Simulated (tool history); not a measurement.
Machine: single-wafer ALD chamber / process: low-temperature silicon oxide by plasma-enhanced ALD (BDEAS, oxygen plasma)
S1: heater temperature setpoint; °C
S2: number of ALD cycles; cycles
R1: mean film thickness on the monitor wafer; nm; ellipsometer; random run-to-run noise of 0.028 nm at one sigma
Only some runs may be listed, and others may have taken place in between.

run 1 hour=0.0 | S1=95 S2=55 | R1=8.0060
run 2 hour=1.1 | S1=102 S2=55 | R1=7.9535
run 3 hour=4.4 | S1=103 S2=53 | R1=7.6070
run 4 hour=8.0 | S1=112 S2=53 | R1=7.4796
run 5 hour=10.5 | S1=113 S2=51 | R1=7.1686
run 6 hour=14.7 | S1=114 S2=50 | R1=7.0229
-- hour=19.2 thermocouple changed; heater temperature recalibrated
run 7 hour=19.2 | S1=115 S2=49 | R1=6.9040
run 8 hour=27.3 | S1=115 S2=48 | R1=6.7878

For run 9, what comes out?
run 9 hour=29.9 | S1=115 S2=47 | R1=?

R1: 6.5918 nm

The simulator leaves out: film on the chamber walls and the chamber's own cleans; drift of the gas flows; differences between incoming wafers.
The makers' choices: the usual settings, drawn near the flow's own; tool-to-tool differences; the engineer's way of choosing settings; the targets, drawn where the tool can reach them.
